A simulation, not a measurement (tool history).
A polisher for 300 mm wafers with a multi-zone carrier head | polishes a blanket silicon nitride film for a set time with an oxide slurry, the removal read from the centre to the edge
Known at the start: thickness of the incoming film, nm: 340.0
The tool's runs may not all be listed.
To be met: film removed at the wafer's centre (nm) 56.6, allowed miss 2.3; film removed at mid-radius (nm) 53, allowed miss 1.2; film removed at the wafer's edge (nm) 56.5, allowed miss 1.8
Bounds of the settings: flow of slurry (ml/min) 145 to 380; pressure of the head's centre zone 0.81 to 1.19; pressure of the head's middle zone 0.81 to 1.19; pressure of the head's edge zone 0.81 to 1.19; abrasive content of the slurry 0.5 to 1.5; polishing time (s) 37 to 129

run,day,flow of slurry (ml/min),pressure of the head's centre zone,pressure of the head's middle zone,pressure of the head's edge zone,abrasive content of the slurry,polishing time (s),film removed at the wafer's centre (nm),film removed at mid-radius (nm),film removed at the wafer's edge (nm)
1,0,245,1,1,1,1,83,36.9,37.875,36.9
2,0.075,245,1.08,1,1,1,83,39.44,37.591,36.975
3,0.383,245,1.08,1,1.02,1.05,84,40.435,38.966,38.393
4,0.742,250,1.09,1,1.03,1.1,85,41.245,40.105,39.963
5,1.079,250,1.09,1,1.03,0.9,85,38.556,36.947,37.329
# day 1.338: worn pad replaced by a new one
6,1.338,250,1.09,0.96,1.03,0.9,85,45.282,41.776,42.662
7,1.496,260,1.08,0.95,1.03,0.9,85,46.027,41.928,43.624
8,1.788,330,1.08,1.01,1.13,1.15,86,51.982,50.05,50.847
9,2,335,1.08,1,1.13,1.15,86,52.178,49.359,50.404
10,2.246,335,1.08,1,1.13,1.15,86,52.188,48.987,51.561
11,2.492,340,1.08,1,1.13,1.15,86,51.273,49.26,51.586
12,2.675,345,1.08,1,1.13,1.15,86,52.209,49.915,51.089
13,2.95,345,1.08,1,1.13,1.15,86,51.531,49.508,51.094
14,3.121,350,1.08,1,1.14,1.15,86,51.937,49.197,51.653

Which of these 5 next moves meets every target?
A,3.292,250,1.19,1.08,1.11,1.45,72,?,?,?
B,3.292,380,1.07,0.96,1.13,1.35,89,?,?,?
C,3.292,375,1.07,1.08,1.14,1.25,77,?,?,?
D,3.292,355,1.1,0.94,1.16,1.2,88,?,?,?
E,3.292,380,0.98,0.99,1.07,1.15,90,?,?,?

move,film removed at the wafer's centre (nm),film removed at mid-radius (nm),film removed at the wafer's edge (nm)
A,48.513,46.246,44.692
B,56.657,52.696,56.281
C,47.712,48.993,47.511
D,54.516,48.85,53.916
E,50.845,51.705,52.304
A: further off than the last run
B: meets every target
C: further off than the last run
D: further off than the last run
E: nearer than the last run, and not there yet
Move B is the one to make.

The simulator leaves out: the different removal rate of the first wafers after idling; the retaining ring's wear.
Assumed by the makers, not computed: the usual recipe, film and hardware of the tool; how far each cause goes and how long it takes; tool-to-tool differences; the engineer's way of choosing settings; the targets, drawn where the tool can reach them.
